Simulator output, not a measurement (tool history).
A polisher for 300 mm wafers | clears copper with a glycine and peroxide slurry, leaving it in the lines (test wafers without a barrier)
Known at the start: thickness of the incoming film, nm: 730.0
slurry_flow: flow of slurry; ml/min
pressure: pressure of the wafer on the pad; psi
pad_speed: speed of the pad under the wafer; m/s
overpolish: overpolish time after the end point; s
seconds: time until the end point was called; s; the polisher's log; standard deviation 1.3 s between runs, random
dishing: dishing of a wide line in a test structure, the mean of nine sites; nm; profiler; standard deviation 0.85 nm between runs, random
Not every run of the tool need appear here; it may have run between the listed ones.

run 1 hour=0 | slurry_flow=240 pressure=3.4 pad_speed=1.12 overpolish=14 | seconds=138.32 dishing=52.067
run 2 hour=1.9 | slurry_flow=240 pressure=3.6 pad_speed=1.12 overpolish=13 | seconds=133.63 dishing=48.918
run 3 hour=5.8 | slurry_flow=240 pressure=3.6 pad_speed=1.12 overpolish=19 | seconds=134.99 dishing=69.775
run 4 hour=6.7 | slurry_flow=240 pressure=3.6 pad_speed=1.22 overpolish=19 | seconds=124.66 dishing=73.37
run 5 hour=8.5 | slurry_flow=240 pressure=3.7 pad_speed=1.22 overpolish=17 | seconds=120.63 dishing=65.374
run 6 hour=11.2 | slurry_flow=265 pressure=3.7 pad_speed=1.22 overpolish=17 | seconds=121.23 dishing=67.467
run 7 hour=13.9 | slurry_flow=265 pressure=3.8 pad_speed=1.22 overpolish=16 | seconds=120.1 dishing=65.191
run 8 hour=15 | slurry_flow=260 pressure=3.9 pad_speed=1.22 overpolish=15 | seconds=117.44 dishing=61.895
-- hour=18.2 worn pad replaced by a new one
run 9 hour=18.2 | slurry_flow=260 pressure=4 pad_speed=1.22 overpolish=14 | seconds=103.76 dishing=65.573
run 10 hour=26.7 | slurry_flow=260 pressure=4 pad_speed=1.22 overpolish=13 | seconds=104.73 dishing=60.946

Estimate the outcome of run 11 from the log above:
run 11 hour=29.7 | slurry_flow=260 pressure=4 pad_speed=1.22 overpolish=12 | seconds=? dishing=?

{"run 11": {"seconds": 104.84, "dishing": 59.048}}
